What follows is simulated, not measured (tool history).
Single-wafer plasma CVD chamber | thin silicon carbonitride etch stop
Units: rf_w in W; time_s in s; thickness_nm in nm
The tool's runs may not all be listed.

run	hour	rf_w	time_s	thickness_nm
1	0.0	180	9.49	5.4997
2	7.2	195	9.49	5.7113
3	15.6	200	9.53	5.8061
4	22.0	205	9.56	5.8185
5	26.7	220	9.56	6.0039
6	32.8	220	8.71	5.5118
7	40.9	220	8.87	5.6459

The next listed run, before its measurement:
8	43.1	220	9.00	?

{"run 8": {"thickness_nm": 5.6789}}

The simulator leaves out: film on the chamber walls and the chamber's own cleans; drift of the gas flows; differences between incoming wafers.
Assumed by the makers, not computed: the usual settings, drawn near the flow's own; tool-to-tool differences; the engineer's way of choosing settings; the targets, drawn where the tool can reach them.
